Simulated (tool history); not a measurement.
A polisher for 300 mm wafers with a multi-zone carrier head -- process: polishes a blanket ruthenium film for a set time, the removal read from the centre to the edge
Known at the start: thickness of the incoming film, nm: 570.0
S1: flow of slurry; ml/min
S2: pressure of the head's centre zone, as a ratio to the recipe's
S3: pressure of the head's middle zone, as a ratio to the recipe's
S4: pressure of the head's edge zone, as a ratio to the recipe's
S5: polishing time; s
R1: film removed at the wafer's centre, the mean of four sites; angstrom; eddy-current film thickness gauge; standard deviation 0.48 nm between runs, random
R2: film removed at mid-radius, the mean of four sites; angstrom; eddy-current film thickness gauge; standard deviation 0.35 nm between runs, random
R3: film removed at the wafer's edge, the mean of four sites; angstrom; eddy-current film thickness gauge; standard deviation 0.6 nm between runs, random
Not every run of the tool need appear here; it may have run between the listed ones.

run	hour	S1	S2	S3	S4	S5	R1	R2	R3
1	0.0	145	1.00	1.00	1.00	30	371.23	380.21	372.81
2	8.1	145	1.00	1.00	0.96	30	373.33	378.82	366.66
3	9.2	155	1.03	1.00	1.02	33	427.39	412.88	425.03
4	16.3	155	1.03	1.00	0.97	33	426.86	415.15	410.37
5	18.8	155	1.03	1.00	1.03	33	421.63	421.10	425.21
6	24.0	155	1.03	1.00	1.03	36	459.24	458.42	463.97
7	27.7	170	1.05	1.01	1.05	36	474.20	464.47	474.50

Run 8 is up next; what results do you expect?
8	33.5	175	1.07	1.03	1.07	37	?	?	?

R1: 508.79 angstrom
R2: 493.00 angstrom
R3: 491.24 angstrom

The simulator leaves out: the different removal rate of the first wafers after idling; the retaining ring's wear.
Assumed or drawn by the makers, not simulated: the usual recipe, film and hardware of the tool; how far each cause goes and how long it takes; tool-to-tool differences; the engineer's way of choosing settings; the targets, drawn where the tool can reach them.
